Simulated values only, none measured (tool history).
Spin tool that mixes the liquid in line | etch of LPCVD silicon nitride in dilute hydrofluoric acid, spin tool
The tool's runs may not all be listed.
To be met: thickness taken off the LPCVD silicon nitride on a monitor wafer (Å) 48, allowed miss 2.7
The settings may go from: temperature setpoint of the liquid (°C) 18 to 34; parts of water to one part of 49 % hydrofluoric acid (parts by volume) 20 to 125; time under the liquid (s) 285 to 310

run    day  temperature setpoint of the liquid (°C)  parts of water to one part of 49 % hydrofluoric acid (parts by volume)  time under the liquid (s)  thickness taken off the LPCVD silicon nitride on a monitor wafer (Å)
  1      0                                       26                                                                      70                        285                                                                28.328
  2  0.108                                       27                                                                      70                        285                                                                29.636
  3  0.254                                       27                                                                      90                        285                                                                23.202
  4  0.458                                       27                                                                      90                        310                                                                24.952
  5  0.796                                       27                                                                     105                        310                                                                21.461
  6      1                                       28                                                                     100                        310                                                                 24.56
  7  1.033                                       28                                                                     100                        310                                                                24.732
  8  1.333                                       32                                                                      75                        310                                                                41.563
  9  1.554                                     32.5                                                                      75                        310                                                                43.146

Which of these 4 next moves meets every target?
  A  1.775                                       34                                                                      80                        285                                                                     ?
  B  1.775                                       33                                                                      75                        300                                                                     ?
  C  1.775                                     33.5                                                                      80                        300                                                                     ?
  D  1.775                                     32.5                                                                      65                        300                                                                     ?

move  thickness taken off the LPCVD silicon nitride on a monitor wafer (Å)
   A                                                                40.512
   B                                                                42.789
   C                                                                41.352
   D                                                                47.886
A: further off than the last run
B: further off than the last run
C: further off than the last run
D: meets every target
The right move is D.

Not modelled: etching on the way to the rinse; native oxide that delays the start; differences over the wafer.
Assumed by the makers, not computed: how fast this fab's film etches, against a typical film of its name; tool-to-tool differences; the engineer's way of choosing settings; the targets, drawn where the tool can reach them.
